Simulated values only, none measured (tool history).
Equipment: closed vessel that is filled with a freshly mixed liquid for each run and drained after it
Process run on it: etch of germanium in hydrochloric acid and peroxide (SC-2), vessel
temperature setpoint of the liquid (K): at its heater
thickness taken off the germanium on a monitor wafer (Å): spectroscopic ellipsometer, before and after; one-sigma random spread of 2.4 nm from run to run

run,hour,temperature setpoint of the liquid (K),parts of water to one part each of 37 % hydrochloric acid and 30 % peroxide (parts by volume),time in the liquid (s),thickness taken off the germanium on a monitor wafer (Å)
1,0.0,323.15,10.0,100,4110.7
2,8.4,319.15,10.0,100,3572.7
3,17.7,320.15,10.0,100,3690.8
4,23.8,320.15,8.5,100,3757.8
5,27.6,320.15,8.5,105,3922.4
6,29.3,321.15,8.5,105,4095.0
7,36.5,321.65,8.5,105,4101.0
8,43.8,321.65,8.5,105,4091.0

Predict the results of run 9:
9,48.6,328.65,8.5,105,?

{"run 9": {"thickness taken off the germanium on a monitor wafer (Å)": 5178.6}}

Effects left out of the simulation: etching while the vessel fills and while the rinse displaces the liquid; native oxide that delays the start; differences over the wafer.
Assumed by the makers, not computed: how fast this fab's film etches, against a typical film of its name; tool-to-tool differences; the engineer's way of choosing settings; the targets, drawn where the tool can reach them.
